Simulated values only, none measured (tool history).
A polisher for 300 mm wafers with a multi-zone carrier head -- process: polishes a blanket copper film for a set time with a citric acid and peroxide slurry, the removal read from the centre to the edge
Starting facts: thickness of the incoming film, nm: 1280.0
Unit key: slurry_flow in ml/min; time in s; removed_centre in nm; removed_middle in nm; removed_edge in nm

{"run": 1, "hour": 0.0, "slurry_flow": 140, "centre_zone": 1, "middle_zone": 1, "edge_zone": 1, "slurry_solids": 1, "time": 31, "removed_centre": 68.497, "removed_middle": 70.822, "removed_edge": 68.289}
{"run": 2, "hour": 4.4, "slurry_flow": 135, "centre_zone": 0.97, "middle_zone": 1.01, "edge_zone": 0.96, "slurry_solids": 0.85, "time": 26, "removed_centre": 52.779, "removed_middle": 54.507, "removed_edge": 52.019}
{"run": 3, "hour": 10.2, "slurry_flow": 135, "centre_zone": 0.94, "middle_zone": 1.01, "edge_zone": 0.96, "slurry_solids": 0.85, "time": 26, "removed_centre": 50.98, "removed_middle": 56.423, "removed_edge": 52.834}
{"run": 4, "hour": 14.9, "slurry_flow": 125, "centre_zone": 0.91, "middle_zone": 1.02, "edge_zone": 0.92, "slurry_solids": 0.75, "time": 24, "removed_centre": 43.333, "removed_middle": 48.687, "removed_edge": 47.376}
{"run": 5, "hour": 16.3, "slurry_flow": 125, "centre_zone": 0.91, "middle_zone": 1.02, "edge_zone": 0.95, "slurry_solids": 0.75, "time": 24, "removed_centre": 43.55, "removed_middle": 49.718, "removed_edge": 48.645}
{"run": 6, "hour": 19.9, "slurry_flow": 125, "centre_zone": 0.91, "middle_zone": 1.08, "edge_zone": 0.95, "slurry_solids": 0.75, "time": 24, "removed_centre": 43.553, "removed_middle": 51.631, "removed_edge": 47.377}
{"run": 7, "hour": 21.1, "slurry_flow": 105, "centre_zone": 0.89, "middle_zone": 1.09, "edge_zone": 0.85, "slurry_solids": 0.5, "time": 15, "removed_centre": 22.935, "removed_middle": 27.959, "removed_edge": 25.03}
{"run": 8, "hour": 27.3, "slurry_flow": 135, "centre_zone": 0.89, "middle_zone": 1.09, "edge_zone": 0.88, "slurry_solids": 0.5, "time": 15, "removed_centre": 24.387, "removed_middle": 29.767, "removed_edge": 25.996}

What does the tool deliver on the next run?
{"run": 9, "hour": 30.8, "slurry_flow": 145, "centre_zone": 0.9, "middle_zone": 1.1, "edge_zone": 0.94, "slurry_solids": 0.5, "time": 15, "removed_centre": "?", "removed_middle": "?", "removed_edge": "?"}

{"run 9": {"removed_centre": 25.329, "removed_middle": 31.739, "removed_edge": 27.797}}
